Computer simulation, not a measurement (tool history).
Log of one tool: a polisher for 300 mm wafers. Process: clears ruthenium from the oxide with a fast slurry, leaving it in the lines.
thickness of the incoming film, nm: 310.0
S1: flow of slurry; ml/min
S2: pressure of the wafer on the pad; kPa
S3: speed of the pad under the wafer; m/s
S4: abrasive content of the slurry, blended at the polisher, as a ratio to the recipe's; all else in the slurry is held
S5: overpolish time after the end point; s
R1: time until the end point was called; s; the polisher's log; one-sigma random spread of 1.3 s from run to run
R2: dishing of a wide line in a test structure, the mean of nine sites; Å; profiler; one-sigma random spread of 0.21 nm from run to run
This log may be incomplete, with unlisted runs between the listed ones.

run,hour,S1,S2,S3,S4,S5,R1,R2
1,0,200,13.1,0.84,1,17,143.19,258.94
2,7.4,200,13.8,0.84,1,15,137.06,247.23
3,14,245,13.8,0.84,1,15,137.43,248.36
4,15,245,13.8,0.84,0.9,15,144.67,237.59
5,21.5,245,13.8,0.84,0.9,21,144.67,297.87
6,29.9,225,13.8,0.84,0.9,21,146.65,302.47
7,33.9,240,13.8,0.86,0.95,18,135.73,286.26
8,37.7,220,15.2,0.84,0.9,16,135.21,260
9,39.6,200,15.9,0.84,0.85,14,133.41,234.5
10,40.2,185,16.5,0.86,0.8,12,136.3,211.86
11,47.8,175,17.2,0.9,0.75,11,133.46,204.82
12,48.4,165,17.9,0.94,0.7,10,127.4,183
13,53.5,170,18.6,0.98,0.65,9,128.03,177.62
14,57.3,160,19.3,1.04,0.65,8,117.95,162.27
15,59,160,19.3,1.06,0.65,8,116.13,174.14
16,64.7,155,19.3,1.1,0.65,7,111.22,156.47

Run 17, settings as shown, results not yet in. Your forecast:
17,70.2,155,19.3,1.12,0.65,7,?,?

R1: 107.97 s
R2: 156.45 Å
